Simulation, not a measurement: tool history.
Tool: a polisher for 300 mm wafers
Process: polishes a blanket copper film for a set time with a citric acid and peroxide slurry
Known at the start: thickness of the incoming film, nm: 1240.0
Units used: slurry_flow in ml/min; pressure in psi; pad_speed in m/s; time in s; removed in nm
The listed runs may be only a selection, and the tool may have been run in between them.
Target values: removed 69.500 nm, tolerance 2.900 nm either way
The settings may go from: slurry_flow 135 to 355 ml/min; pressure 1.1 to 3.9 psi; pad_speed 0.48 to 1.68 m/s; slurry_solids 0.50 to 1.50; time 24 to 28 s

run 1 day=0.000 | slurry_flow=225 pressure=2.5 pad_speed=1.08 slurry_solids=1.00 time=28 | removed=44.860
run 2 day=0.117 | slurry_flow=225 pressure=2.8 pad_speed=1.08 slurry_solids=1.00 time=28 | removed=50.674
run 3 day=0.400 | slurry_flow=225 pressure=2.8 pad_speed=1.08 slurry_solids=0.85 time=28 | removed=47.521
run 4 day=0.467 | slurry_flow=225 pressure=2.8 pad_speed=1.08 slurry_solids=1.05 time=28 | removed=50.864
run 5 day=0.671 | slurry_flow=225 pressure=3.0 pad_speed=1.08 slurry_solids=1.05 time=28 | removed=54.467
run 6 day=0.958 | slurry_flow=225 pressure=3.0 pad_speed=0.82 slurry_solids=1.05 time=28 | removed=40.814
run 7 day=1.050 | slurry_flow=230 pressure=3.7 pad_speed=1.02 slurry_solids=1.05 time=28 | removed=61.450
run 8 day=1.079 | slurry_flow=230 pressure=3.8 pad_speed=1.04 slurry_solids=1.05 time=28 | removed=65.511

Next run, 4 choices. One meets every target within its allowed miss, the rest don't. Which?
run A day=1.108 | slurry_flow=265 pressure=3.6 pad_speed=1.14 slurry_solids=1.35 time=24 | removed=?
run B day=1.108 | slurry_flow=210 pressure=3.7 pad_speed=1.14 slurry_solids=1.05 time=28 | removed=?
run C day=1.108 | slurry_flow=210 pressure=3.8 pad_speed=0.92 slurry_solids=1.25 time=28 | removed=?
run D day=1.108 | slurry_flow=225 pressure=3.7 pad_speed=0.96 slurry_solids=1.20 time=28 | removed=?

move=A removed=61.994
move=B removed=69.090
move=C removed=59.305
move=D removed=60.319
A: the biggest miss grows against the last run
B: every result within its allowed miss
C: the biggest miss grows against the last run
D: the biggest miss grows against the last run
Move B is the one to make.
